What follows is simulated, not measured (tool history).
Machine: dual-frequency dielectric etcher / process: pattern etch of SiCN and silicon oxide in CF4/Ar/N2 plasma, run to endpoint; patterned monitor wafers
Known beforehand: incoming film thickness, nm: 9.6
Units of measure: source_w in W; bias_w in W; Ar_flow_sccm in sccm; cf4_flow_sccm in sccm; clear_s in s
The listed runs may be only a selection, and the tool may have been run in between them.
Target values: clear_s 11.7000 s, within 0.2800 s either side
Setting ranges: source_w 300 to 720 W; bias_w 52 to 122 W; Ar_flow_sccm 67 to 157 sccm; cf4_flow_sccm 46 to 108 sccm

run  hour  source_w  bias_w  Ar_flow_sccm  cf4_flow_sccm  clear_s
  1   0.0       510      87           112             77  10.3250
  2   2.7       560      87           112             77   9.4575
  3   5.1       470      87           112             77  10.8380
  4  14.0       460      87           112             77  11.0090
  5  18.0       530      87           112             77   9.8398
  6  21.9       530      87           112             66  10.1620
  7  25.2       530      87           112             66  10.1800
  8  31.0       520      87           112             66  10.2670
  9  36.3       430      85           113             66  11.9690

Which single option among these 5 for the next run brings every result within its allowed miss of target? Just one does.
  A  41.6       450      75           123             63        ?
  B  41.6       440      72           119             71        ?
  C  41.6       400      86           117             71        ?
  D  41.6       480      70           125             65        ?
  E  41.6       460      81           110             61        ?

move  clear_s
   A  12.6300
   B  12.7090
   C  12.5020
   D  12.4120
   E  11.8420
A: its largest miss is bigger than the last run's
B: its largest miss is bigger than the last run's
C: its largest miss is bigger than the last run's
D: its largest miss is bigger than the last run's
E: meets every target
Move E is the one to make.
